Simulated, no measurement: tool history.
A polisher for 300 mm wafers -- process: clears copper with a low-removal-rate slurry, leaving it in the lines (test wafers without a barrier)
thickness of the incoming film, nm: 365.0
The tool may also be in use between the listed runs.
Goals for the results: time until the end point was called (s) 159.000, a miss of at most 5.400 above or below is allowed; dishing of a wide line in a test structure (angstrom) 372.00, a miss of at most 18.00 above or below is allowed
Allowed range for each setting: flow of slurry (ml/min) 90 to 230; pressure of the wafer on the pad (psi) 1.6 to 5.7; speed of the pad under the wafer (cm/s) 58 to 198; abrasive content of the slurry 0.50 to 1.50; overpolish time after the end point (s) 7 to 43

run  hour  flow of slurry (ml/min)  pressure of the wafer on the pad (psi)  speed of the pad under the wafer (cm/s)  abrasive content of the slurry  overpolish time after the end point (s)  time until the end point was called (s)  dishing of a wide line in a test structure (angstrom)
  1   0.0                      150                                     3.6                                      128                            1.00                                       22                                   88.998                                                 577.63
  2   6.0                      150                                     3.0                                      128                            1.00                                       22                                  106.870                                                 498.91
  3  12.4                      150                                     3.0                                      128                            0.80                                       22                                  110.100                                                 491.63
  4  20.4                      145                                     2.7                                      128                            0.80                                       22                                  123.980                                                 442.95
  5  29.2                      135                                     2.5                                      128                            0.80                                       22                                  133.870                                                 412.54
  6  34.7                      135                                     2.5                                      128                            0.80                                       29                                  132.180                                                 504.94
  7  39.4                      130                                     2.4                                      128                            0.80                                       28                                  140.730                                                 495.32
  8  44.7                      130                                     2.3                                      128                            0.80                                       26                                  146.700                                                 444.29
  9  52.9                      125                                     2.3                                      128                            0.80                                       25                                  146.940                                                 431.61
 10  61.5                      125                                     2.0                                      128                            0.80                                       22                                  167.710                                                 342.18
 11  63.6                      130                                     2.0                                      128                            0.80                                       22                                  168.070                                                 348.16
 12  72.2                      135                                     2.0                                      128                            0.80                                       22                                  166.160                                                 347.90
 13  78.7                      140                                     2.0                                      128                            0.80                                       23                                  162.450                                                 362.72

Which single option among these 4 for the next run brings every result within its allowed miss of target? Just one does.
  A  85.2                      115                                     2.8                                       96                            0.95                                       23                                        ?                                                      ?
  B  85.2                      125                                     2.0                                      124                            0.80                                       22                                        ?                                                      ?
  C  85.2                      130                                     1.8                                      148                            0.70                                       21                                        ?                                                      ?
  D  85.2                      100                                     2.6                                      114                            0.60                                       20                                        ?                                                      ?

move  time until the end point was called (s)  dishing of a wide line in a test structure (angstrom)
   A                                  160.260                                                 386.98
   B                                  174.770                                                 339.24
   C                                  164.730                                                 340.14
   D                                  160.310                                                 342.50
A: all results land within tolerance of their targets
B: lands further from the targets than the last run did
C: lands further from the targets than the last run did
D: the furthest-off result lands on target, but another misses its tolerance
The right move is A.
